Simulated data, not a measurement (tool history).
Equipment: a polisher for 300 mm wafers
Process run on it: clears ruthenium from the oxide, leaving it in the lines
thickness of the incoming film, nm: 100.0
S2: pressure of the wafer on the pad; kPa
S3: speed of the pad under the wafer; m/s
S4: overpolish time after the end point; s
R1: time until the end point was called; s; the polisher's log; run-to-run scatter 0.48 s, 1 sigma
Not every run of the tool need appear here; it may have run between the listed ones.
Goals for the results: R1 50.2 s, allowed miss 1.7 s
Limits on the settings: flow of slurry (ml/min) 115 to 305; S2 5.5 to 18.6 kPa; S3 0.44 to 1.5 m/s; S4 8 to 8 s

{"run": 1, "hour": 0.0, "flow of slurry (ml/min)": 195, "S2": 11.7, "S3": 0.96, "S4": 8, "R1": 91.398}
{"run": 2, "hour": 5.6, "flow of slurry (ml/min)": 170, "S2": 11.7, "S3": 0.96, "S4": 8, "R1": 93.718}
{"run": 3, "hour": 12.1, "flow of slurry (ml/min)": 175, "S2": 12.4, "S3": 0.96, "S4": 8, "R1": 88.934}
{"run": 4, "hour": 12.9, "flow of slurry (ml/min)": 180, "S2": 13.1, "S3": 0.96, "S4": 8, "R1": 84.332}
{"run": 5, "hour": 17.2, "flow of slurry (ml/min)": 180, "S2": 13.1, "S3": 0.84, "S4": 8, "R1": 94.999}
{"run": 6, "hour": 22.0, "flow of slurry (ml/min)": 180, "S2": 11.7, "S3": 0.84, "S4": 8, "R1": 105.85}
{"run": 7, "hour": 23.5, "flow of slurry (ml/min)": 185, "S2": 12.4, "S3": 0.86, "S4": 8, "R1": 97.898}
{"run": 8, "hour": 31.3, "flow of slurry (ml/min)": 200, "S2": 15.9, "S3": 1.02, "S4": 8, "R1": 64.334}
{"run": 9, "hour": 33.1, "flow of slurry (ml/min)": 200, "S2": 16.5, "S3": 1.02, "S4": 8, "R1": 61.319}
{"run": 10, "hour": 35.7, "flow of slurry (ml/min)": 200, "S2": 16.5, "S3": 1.02, "S4": 8, "R1": 61.934}
{"run": 11, "hour": 38.8, "flow of slurry (ml/min)": 205, "S2": 17.9, "S3": 1.06, "S4": 8, "R1": 54.521}

Exercise: of the 4 proposed moves below, exactly one satisfies all targets within the stated allowed misses. Which move is it?
{"run": "A", "hour": 41.9, "flow of slurry (ml/min)": 210, "S2": 18.6, "S3": 1.24, "S4": 8, "R1": "?"}
{"run": "B", "hour": 41.9, "flow of slurry (ml/min)": 230, "S2": 15.2, "S3": 1.46, "S4": 8, "R1": "?"}
{"run": "C", "hour": 41.9, "flow of slurry (ml/min)": 230, "S2": 18.6, "S3": 1.2, "S4": 8, "R1": "?"}
{"run": "D", "hour": 41.9, "flow of slurry (ml/min)": 195, "S2": 16.5, "S3": 1.26, "S4": 8, "R1": "?"}

move=A R1=45.594
move=B R1=46.926
move=C R1=46.521
move=D R1=50.916
A: carries the result that was furthest off beyond its target, to the other side
B: carries the result that was furthest off beyond its target, to the other side
C: carries the result that was furthest off beyond its target, to the other side
D: each result inside its tolerance
The move that meets every target is D.

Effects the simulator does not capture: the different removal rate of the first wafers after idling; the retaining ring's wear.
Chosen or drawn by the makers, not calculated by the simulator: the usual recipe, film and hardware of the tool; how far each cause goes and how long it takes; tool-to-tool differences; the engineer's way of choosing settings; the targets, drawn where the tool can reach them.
